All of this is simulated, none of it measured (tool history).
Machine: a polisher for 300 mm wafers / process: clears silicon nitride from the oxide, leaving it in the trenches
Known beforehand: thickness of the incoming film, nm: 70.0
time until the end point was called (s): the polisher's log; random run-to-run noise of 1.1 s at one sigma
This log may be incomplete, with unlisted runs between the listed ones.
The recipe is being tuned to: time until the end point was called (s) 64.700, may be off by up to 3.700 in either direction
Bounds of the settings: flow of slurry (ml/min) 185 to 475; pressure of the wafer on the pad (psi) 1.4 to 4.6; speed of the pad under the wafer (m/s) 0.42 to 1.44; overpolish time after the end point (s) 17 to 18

run  hour  flow of slurry (ml/min)  pressure of the wafer on the pad (psi)  speed of the pad under the wafer (m/s)  overpolish time after the end point (s)  time until the end point was called (s)
  1   0.0                      305                                     3.0                                    0.92                                       17                                   78.281
  2   7.3                      305                                     3.0                                    0.92                                       17                                   80.147
  3  13.7                      305                                     3.1                                    0.92                                       17                                   75.371
  4  16.9                      305                                     3.1                                    0.80                                       17                                   87.483
  5  19.1                      305                                     3.5                                    0.80                                       17                                   80.145
  6  19.8                      305                                     3.7                                    0.80                                       17                                   78.465
  7  28.5                      305                                     3.9                                    0.82                                       17                                   74.155
  8  36.7                      305                                     4.0                                    0.84                                       17                                   69.027

Pick the move, out of 5, that brings all results within their allowed miss; only one does.
  A  44.9                      260                                     4.4                                    0.84                                       18                                        ?
  B  44.9                      305                                     4.0                                    0.70                                       17                                        ?
  C  44.9                      290                                     3.4                                    0.90                                       17                                        ?
  D  44.9                      295                                     3.2                                    0.88                                       18                                        ?
  E  44.9                      300                                     4.1                                    0.74                                       18                                        ?

move  time until the end point was called (s)
   A                                   65.658
   B                                   81.129
   C                                   75.045
   D                                   79.990
   E                                   76.105
A: each result inside its tolerance
B: lands further from the targets than the last run did
C: lands further from the targets than the last run did
D: lands further from the targets than the last run did
E: lands further from the targets than the last run did
Answer: A
